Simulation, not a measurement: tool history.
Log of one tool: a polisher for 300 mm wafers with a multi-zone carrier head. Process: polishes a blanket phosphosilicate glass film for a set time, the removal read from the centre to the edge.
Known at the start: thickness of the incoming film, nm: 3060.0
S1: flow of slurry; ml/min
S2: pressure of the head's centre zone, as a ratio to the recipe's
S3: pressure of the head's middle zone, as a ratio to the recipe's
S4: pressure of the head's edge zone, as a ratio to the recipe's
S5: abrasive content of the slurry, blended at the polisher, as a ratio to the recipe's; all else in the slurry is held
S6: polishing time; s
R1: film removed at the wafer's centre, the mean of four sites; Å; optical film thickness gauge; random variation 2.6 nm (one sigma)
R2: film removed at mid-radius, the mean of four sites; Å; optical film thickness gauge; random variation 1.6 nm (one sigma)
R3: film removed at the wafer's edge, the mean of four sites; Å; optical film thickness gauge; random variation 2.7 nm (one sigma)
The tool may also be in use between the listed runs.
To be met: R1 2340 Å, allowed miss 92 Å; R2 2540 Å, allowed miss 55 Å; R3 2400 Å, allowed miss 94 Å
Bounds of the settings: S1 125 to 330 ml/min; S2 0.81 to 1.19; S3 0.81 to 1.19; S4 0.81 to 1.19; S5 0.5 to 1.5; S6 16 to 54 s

run	hour	S1	S2	S3	S4	S5	S6	R1	R2	R3
1	0	210	1	1	1	1	35	2231	2231.2	2237
2	5.9	225	1	1.02	1.01	1	35	2206.6	2327.5	2268.7
3	14.4	225	0.96	1.02	1.01	1	35	2115.8	2326	2254
4	15.1	225	0.96	1.02	1.01	1.15	35	2230.7	2404.7	2387.1
5	22.6	235	0.97	1.02	1	1.15	35	2278.5	2455.5	2368.9
6	30.2	235	0.97	1.02	1	1.15	40	2651.8	2756.7	2735.8
7	33.5	225	0.96	1.02	0.97	1.15	40	2523.7	2736.4	2691.4
8	38.9	220	0.97	1.02	0.94	1.15	40	2559.7	2759.3	2605.5
9	47.6	210	0.97	1.01	0.93	1.15	40	2533.3	2709.1	2572.5
10	54	200	0.97	1	0.92	1.15	40	2541.8	2666	2556.5

4 next moves are on the table. One of them brings every result within its allowed miss. Which?
A	60.4	170	1.01	1	0.86	1.4	37	?	?	?
B	60.4	225	0.91	1.05	0.92	1.1	35	?	?	?
C	60.4	295	0.97	1.03	0.98	1.1	36	?	?	?
D	60.4	210	0.83	1	1.05	1.05	39	?	?	?

move	R1	R2	R3
A	2479.6	2546	2405.5
B	2064.2	2441.5	2254
C	2345	2549.4	2447.2
D	2044	2549.5	2620.7
A: brings the result that was furthest off to its target, and leaves another outside
B: takes the result that was furthest off past its target
C: meets every target
D: brings the result that was furthest off to its target, and leaves another outside
Move C is the one to make.
